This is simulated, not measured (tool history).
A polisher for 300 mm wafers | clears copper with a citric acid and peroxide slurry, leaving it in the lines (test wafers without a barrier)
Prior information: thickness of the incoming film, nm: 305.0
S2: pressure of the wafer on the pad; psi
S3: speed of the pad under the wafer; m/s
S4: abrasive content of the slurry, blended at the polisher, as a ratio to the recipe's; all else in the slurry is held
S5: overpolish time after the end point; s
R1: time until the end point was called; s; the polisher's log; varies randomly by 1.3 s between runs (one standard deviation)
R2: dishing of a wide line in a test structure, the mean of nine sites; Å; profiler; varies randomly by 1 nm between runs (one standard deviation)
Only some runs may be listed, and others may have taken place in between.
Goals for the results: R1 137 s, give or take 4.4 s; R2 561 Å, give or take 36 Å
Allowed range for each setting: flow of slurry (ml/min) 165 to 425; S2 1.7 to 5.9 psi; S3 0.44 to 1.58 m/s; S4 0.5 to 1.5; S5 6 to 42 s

Run 1, hour 0: flow of slurry (ml/min) 275, S2 3.8 psi, S3 1 m/s, S4 1, S5 21 s. Result: R1 101.49 s, R2 433.37 Å.
Run 2, hour 6.9: flow of slurry (ml/min) 275, S2 3.8 psi, S3 1 m/s, S4 1, S5 27 s. Result: R1 104.23 s, R2 534.07 Å.
Run 3, hour 9.4: flow of slurry (ml/min) 275, S2 3.8 psi, S3 1.1 m/s, S4 1, S5 27 s. Result: R1 95.322 s, R2 574.04 Å.
Run 4, hour 17.2: flow of slurry (ml/min) 275, S2 3.6 psi, S3 1.1 m/s, S4 1, S5 28 s. Result: R1 97.827 s, R2 580.8 Å.
Run 5, hour 22.8: flow of slurry (ml/min) 275, S2 3.6 psi, S3 1.1 m/s, S4 0.9, S5 28 s. Result: R1 101.9 s, R2 576.07 Å.
Run 6, hour 24: flow of slurry (ml/min) 275, S2 3.6 psi, S3 1.1 m/s, S4 0.9, S5 34 s. Result: R1 100.77 s, R2 637.58 Å.
Run 7, hour 26: flow of slurry (ml/min) 275, S2 3.4 psi, S3 1.1 m/s, S4 0.9, S5 35 s. Result: R1 105.74 s, R2 649.14 Å.
Run 8, hour 27.2: flow of slurry (ml/min) 275, S2 3.3 psi, S3 1.1 m/s, S4 0.9, S5 35 s. Result: R1 108.73 s, R2 628.89 Å.
Run 9, hour 34.9: flow of slurry (ml/min) 275, S2 3.2 psi, S3 1.1 m/s, S4 0.9, S5 36 s. Result: R1 111.52 s, R2 657.7 Å.
Run 10, hour 39.2: flow of slurry (ml/min) 275, S2 3.1 psi, S3 1.1 m/s, S4 0.9, S5 36 s. Result: R1 117.35 s, R2 624.21 Å.
Run 11, hour 46: flow of slurry (ml/min) 275, S2 3 psi, S3 1.1 m/s, S4 0.9, S5 36 s. Result: R1 117.19 s, R2 593.13 Å.
Run 12, hour 54.8: flow of slurry (ml/min) 275, S2 2.9 psi, S3 1.1 m/s, S4 0.9, S5 37 s. Result: R1 123.44 s, R2 588.49 Å.
Run 13, hour 63.3: flow of slurry (ml/min) 270, S2 2.5 psi, S3 1.1 m/s, S4 0.9, S5 38 s. Result: R1 143.63 s, R2 545.31 Å.
Run 14, hour 69: flow of slurry (ml/min) 275, S2 2.5 psi, S3 1.1 m/s, S4 0.9, S5 38 s. Result: R1 144.14 s, R2 551.56 Å.
Run 15, hour 76.6: flow of slurry (ml/min) 280, S2 2.7 psi, S3 1.1 m/s, S4 0.9, S5 37 s. Result: R1 132.36 s, R2 566.44 Å.

Which of these 4 next moves meets every target?
Run A, hour 84.2: flow of slurry (ml/min) 280, S2 2.6 psi, S3 1.06 m/s, S4 1.05, S5 40 s. Result: R1 ?, R2 ?.
Run B, hour 84.2: flow of slurry (ml/min) 305, S2 3 psi, S3 1.06 m/s, S4 0.8, S5 38 s. Result: R1 ?, R2 ?.
Run C, hour 84.2: flow of slurry (ml/min) 230, S2 3 psi, S3 1.1 m/s, S4 0.8, S5 35 s. Result: R1 ?, R2 ?.
Run D, hour 84.2: flow of slurry (ml/min) 230, S2 2.8 psi, S3 1.2 m/s, S4 0.7, S5 35 s. Result: R1 ?, R2 ?.

move      R1      R2
   A   138.8  593.17
   B  127.14  617.15
   C  125.14  585.22
   D  126.22  578.17
A: in spec on every target
B: lands further from the targets than the last run did
C: lands further from the targets than the last run did
D: lands further from the targets than the last run did
A meets every target.
